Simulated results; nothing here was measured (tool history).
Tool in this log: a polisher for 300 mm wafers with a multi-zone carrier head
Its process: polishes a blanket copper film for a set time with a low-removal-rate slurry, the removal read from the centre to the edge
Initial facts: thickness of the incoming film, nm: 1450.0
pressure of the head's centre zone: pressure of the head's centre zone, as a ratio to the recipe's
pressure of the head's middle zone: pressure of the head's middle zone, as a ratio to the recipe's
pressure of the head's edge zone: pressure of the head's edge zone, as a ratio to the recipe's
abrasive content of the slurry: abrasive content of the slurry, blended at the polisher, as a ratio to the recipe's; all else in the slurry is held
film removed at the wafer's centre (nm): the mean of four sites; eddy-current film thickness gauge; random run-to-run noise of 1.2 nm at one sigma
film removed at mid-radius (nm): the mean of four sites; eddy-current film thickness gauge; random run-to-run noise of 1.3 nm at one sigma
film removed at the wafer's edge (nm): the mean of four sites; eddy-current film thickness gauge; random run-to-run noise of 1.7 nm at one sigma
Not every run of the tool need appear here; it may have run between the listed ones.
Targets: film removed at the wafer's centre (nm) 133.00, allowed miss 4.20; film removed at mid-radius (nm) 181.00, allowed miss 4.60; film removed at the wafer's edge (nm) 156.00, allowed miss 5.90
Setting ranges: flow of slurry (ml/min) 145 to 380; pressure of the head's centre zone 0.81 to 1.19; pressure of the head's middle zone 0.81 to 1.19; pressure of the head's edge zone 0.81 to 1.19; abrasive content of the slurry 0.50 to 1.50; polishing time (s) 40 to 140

run	hour	flow of slurry (ml/min)	pressure of the head's centre zone	pressure of the head's middle zone	pressure of the head's edge zone	abrasive content of the slurry	polishing time (s)	film removed at the wafer's centre (nm)	film removed at mid-radius (nm)	film removed at the wafer's edge (nm)
1	0.0	245	1.00	1.00	1.00	1.00	90	261.54	268.48	260.30
2	7.2	225	0.93	1.03	0.97	0.85	80	209.27	234.77	217.66
3	10.9	210	0.89	1.06	0.98	0.75	73	174.58	211.48	192.33
4	18.2	210	0.89	1.06	0.98	0.75	86	208.25	249.02	232.42
5	22.1	210	0.85	1.06	0.98	0.75	86	198.51	249.35	227.89
6	29.0	210	0.81	1.06	0.98	0.75	86	186.70	250.30	232.38
7	32.9	205	0.81	1.07	0.96	0.65	78	167.04	222.47	200.18
8	34.8	195	0.81	1.08	0.96	0.60	73	152.48	205.78	181.99
9	38.7	185	0.81	1.08	0.95	0.55	71	141.64	195.17	174.25
10	39.8	180	0.81	1.07	0.91	0.55	70	140.56	188.14	171.06
11	41.8	180	0.82	1.09	0.90	0.55	68	137.49	183.94	162.98
12	42.8	175	0.82	1.10	0.89	0.55	68	138.85	187.51	163.09
# hour 50.2: edge zone pressure recalibrated
13	50.2	170	0.82	1.10	0.88	0.55	68	138.67	185.71	165.73
14	59.1	195	0.82	1.12	0.84	0.50	63	130.31	175.41	150.85

4 candidate next runs follow, results not yet known. Just one meets every target within its allowed miss. Identify it.
A	68.0	215	0.83	1.04	0.88	0.85	58	?	?	?
B	68.0	160	0.82	1.10	0.81	0.50	68	?	?	?
C	68.0	175	0.82	1.02	0.83	0.75	66	?	?	?
D	68.0	210	0.87	1.13	0.87	0.50	64	?	?	?

move	film removed at the wafer's centre (nm)	film removed at mid-radius (nm)	film removed at the wafer's edge (nm)
A	136.57	169.31	154.28
B	137.04	181.27	155.11
C	145.10	179.77	164.80
D	143.36	181.85	153.77
A: moves away from the targets compared with the last run
B: all results in spec
C: corrects the largest miss of the last run, while another result sits out of spec
D: corrects the largest miss of the last run, while another result sits out of spec
Answer: B

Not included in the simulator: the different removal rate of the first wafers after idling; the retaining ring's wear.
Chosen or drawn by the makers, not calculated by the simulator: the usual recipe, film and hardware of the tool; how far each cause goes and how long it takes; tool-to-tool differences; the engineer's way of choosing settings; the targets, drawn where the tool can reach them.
